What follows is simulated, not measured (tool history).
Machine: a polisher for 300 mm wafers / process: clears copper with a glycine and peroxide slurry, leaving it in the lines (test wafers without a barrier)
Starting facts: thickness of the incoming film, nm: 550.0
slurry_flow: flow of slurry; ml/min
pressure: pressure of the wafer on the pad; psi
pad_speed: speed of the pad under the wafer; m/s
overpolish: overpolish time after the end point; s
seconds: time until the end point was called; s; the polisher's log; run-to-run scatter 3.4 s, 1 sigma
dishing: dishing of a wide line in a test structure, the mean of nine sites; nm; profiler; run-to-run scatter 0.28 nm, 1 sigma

run 1 hour=0 | slurry_flow=210 pressure=2.2 pad_speed=1 overpolish=23 | seconds=138.89 dishing=59.017
run 2 hour=6.7 | slurry_flow=205 pressure=2.1 pad_speed=0.96 overpolish=20 | seconds=148.39 dishing=50.045
run 3 hour=8.8 | slurry_flow=205 pressure=2.1 pad_speed=0.96 overpolish=25 | seconds=147.67 dishing=58.994
run 4 hour=17.6 | slurry_flow=205 pressure=2.1 pad_speed=0.96 overpolish=16 | seconds=153.32 dishing=40.436
run 5 hour=23.9 | slurry_flow=205 pressure=2.1 pad_speed=0.82 overpolish=16 | seconds=165.89 dishing=37.093
run 6 hour=30.5 | slurry_flow=205 pressure=2.1 pad_speed=0.98 overpolish=16 | seconds=151.18 dishing=40.962
run 7 hour=35.3 | slurry_flow=205 pressure=2 pad_speed=0.94 overpolish=15 | seconds=154.38 dishing=36.246
run 8 hour=42.7 | slurry_flow=205 pressure=1.8 pad_speed=0.92 overpolish=15 | seconds=173.29 dishing=33.701
run 9 hour=50.7 | slurry_flow=205 pressure=1.7 pad_speed=0.92 overpolish=14 | seconds=181.45 dishing=30.417
run 10 hour=56.2 | slurry_flow=215 pressure=1.1 pad_speed=0.94 overpolish=7 | seconds=233.35 dishing=12.283
run 11 hour=61.5 | slurry_flow=210 pressure=1.2 pad_speed=0.92 overpolish=8 | seconds=237.85 dishing=14.136
run 12 hour=69.1 | slurry_flow=200 pressure=1.3 pad_speed=0.92 overpolish=8 | seconds=222.89 dishing=14.946
run 13 hour=71.9 | slurry_flow=200 pressure=1.3 pad_speed=0.9 overpolish=9 | seconds=222.79 dishing=16.802
run 14 hour=78 | slurry_flow=190 pressure=1.3 pad_speed=0.9 overpolish=9 | seconds=223.36 dishing=16.328
run 15 hour=82.7 | slurry_flow=190 pressure=1.3 pad_speed=0.88 overpolish=9 | seconds=235.04 dishing=15.861
run 16 hour=87.4 | slurry_flow=190 pressure=1.5 pad_speed=0.84 overpolish=10 | seconds=210.85 dishing=19.283
run 17 hour=88.7 | slurry_flow=185 pressure=1.5 pad_speed=0.78 overpolish=12 | seconds=220.19 dishing=22.15
run 18 hour=92.3 | slurry_flow=190 pressure=1.5 pad_speed=0.78 overpolish=12 | seconds=219.94 dishing=21.863
run 19 hour=99.9 | slurry_flow=195 pressure=1.5 pad_speed=0.82 overpolish=12 | seconds=211.61 dishing=22.477
-- hour=106.4 worn pad replaced by a new one
run 20 hour=106.4 | slurry_flow=195 pressure=1.4 pad_speed=0.84 overpolish=12 | seconds=207.9 dishing=23.223
run 21 hour=114.7 | slurry_flow=195 pressure=1.4 pad_speed=0.86 overpolish=12 | seconds=208.1 dishing=23.506
run 22 hour=121.3 | slurry_flow=200 pressure=1.4 pad_speed=0.86 overpolish=12 | seconds=200.88 dishing=24.053
run 23 hour=128.2 | slurry_flow=195 pressure=1.4 pad_speed=0.88 overpolish=12 | seconds=203.4 dishing=23.569
run 24 hour=130.6 | slurry_flow=180 pressure=1.2 pad_speed=0.88 overpolish=9 | seconds=229.25 dishing=16.129
run 25 hour=135.9 | slurry_flow=180 pressure=1.3 pad_speed=0.86 overpolish=9 | seconds=216.08 dishing=16.804

Run 26 comes next. What will it give?
run 26 hour=140.3 | slurry_flow=180 pressure=1.3 pad_speed=0.84 overpolish=9 | seconds=? dishing=?

seconds: 215.95 s
dishing: 17.073 nm
